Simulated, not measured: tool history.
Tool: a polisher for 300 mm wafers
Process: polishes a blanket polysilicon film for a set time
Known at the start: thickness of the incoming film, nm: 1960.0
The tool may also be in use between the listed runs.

run	hour	flow of slurry (ml/min)	pressure of the wafer on the pad (psi)	speed of the pad under the wafer (cm/s)	polishing time (s)	film removed (nm)
1	0.0	280	3.4	86	43	309.61
2	2.7	315	3.4	86	43	314.26
3	10.7	380	3.4	86	43	317.11
4	19.2	380	3.5	86	43	322.91
5	20.8	380	3.5	68	43	261.80
6	28.9	380	3.5	68	43	261.37
7	33.8	380	3.8	68	43	281.93
8	42.6	380	4.0	68	43	297.63

The next listed run, before its measurement:
9	49.3	380	5.0	70	43	?

{"run 9": {"film removed (nm)": 376.5}}
